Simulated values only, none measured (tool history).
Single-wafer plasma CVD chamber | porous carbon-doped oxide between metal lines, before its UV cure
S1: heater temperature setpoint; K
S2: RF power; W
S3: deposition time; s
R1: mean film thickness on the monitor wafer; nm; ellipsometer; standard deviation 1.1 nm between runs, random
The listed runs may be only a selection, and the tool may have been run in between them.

run,hour,S1,S2,S3,R1
1,0.0,573.15,440,60.4,313.44
2,4.4,573.15,380,60.4,277.77
3,5.9,573.15,435,60.4,309.42
4,12.7,574.15,435,60.4,308.79
5,13.8,575.15,435,60.4,306.80
6,22.8,575.15,435,62.3,315.34
7,26.5,577.15,435,62.3,311.12

The next listed run, before its measurement:
8,27.2,578.15,435,62.3,?

Run 8 gave R1 308.64 nm.

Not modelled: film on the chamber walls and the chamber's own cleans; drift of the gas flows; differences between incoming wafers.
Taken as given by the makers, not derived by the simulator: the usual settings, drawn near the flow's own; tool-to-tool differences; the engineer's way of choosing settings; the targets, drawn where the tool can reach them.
